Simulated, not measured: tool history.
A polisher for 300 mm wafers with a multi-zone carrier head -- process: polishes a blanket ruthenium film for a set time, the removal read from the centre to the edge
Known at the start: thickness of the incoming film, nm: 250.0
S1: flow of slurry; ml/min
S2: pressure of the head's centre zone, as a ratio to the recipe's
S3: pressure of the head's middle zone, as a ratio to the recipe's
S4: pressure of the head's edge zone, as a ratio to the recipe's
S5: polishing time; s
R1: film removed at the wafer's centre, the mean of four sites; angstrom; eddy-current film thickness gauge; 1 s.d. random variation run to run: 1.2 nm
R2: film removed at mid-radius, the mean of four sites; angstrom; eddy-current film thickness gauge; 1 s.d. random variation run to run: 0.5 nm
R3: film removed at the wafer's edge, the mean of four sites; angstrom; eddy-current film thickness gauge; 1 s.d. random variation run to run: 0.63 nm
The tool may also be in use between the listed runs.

run  hour   S1    S2    S3    S4  S5      R1      R2      R3
  1     0  285     1     1     1  53  606.38  594.47  618.64
  2   0.6  290  1.02     1  1.02  54  628.85  622.32  644.37
  3   5.7  295  1.04  0.99  1.02  55  650.58  611.36  656.13
  4   7.4  300  1.06  0.99  1.02  56  682.98  631.47  679.09
  5  11.3  300  1.06  0.99  1.06  56   673.3  634.08  672.55
  6  17.3  300  1.06  0.99  1.11  56  675.41  632.85   693.2
  7  24.3  305  1.08  0.99   1.1  57  709.27  644.33  706.23
  8  29.7  310  1.09  0.99   1.1  57  717.31   646.8  714.56
  9  31.4  315   1.1  0.99  1.09  57   700.8  648.67  692.19
 10  35.5  300  1.19  0.91   1.1  64  865.29  672.66  781.91
 11  43.5  300  1.19  0.91  1.09  64  865.61  659.98  790.25
 12  50.3  310  1.19  0.99  1.02  63  858.19  718.83  766.17
 13  56.5  305  1.19  0.98  1.02  63  853.73  706.86  751.18
 14  58.5  300  1.19  0.98  1.02  63  841.21  694.23  751.99
 15    66  295  1.19  0.96  1.01  64   859.3  706.24  762.71

Expected results for the next run?
 16  68.4  295  1.19  0.96  1.01  64   ?   ?   ?

Run 16 produced R1 892.26 angstrom, R2 701.69 angstrom, R3 755.14 angstrom.

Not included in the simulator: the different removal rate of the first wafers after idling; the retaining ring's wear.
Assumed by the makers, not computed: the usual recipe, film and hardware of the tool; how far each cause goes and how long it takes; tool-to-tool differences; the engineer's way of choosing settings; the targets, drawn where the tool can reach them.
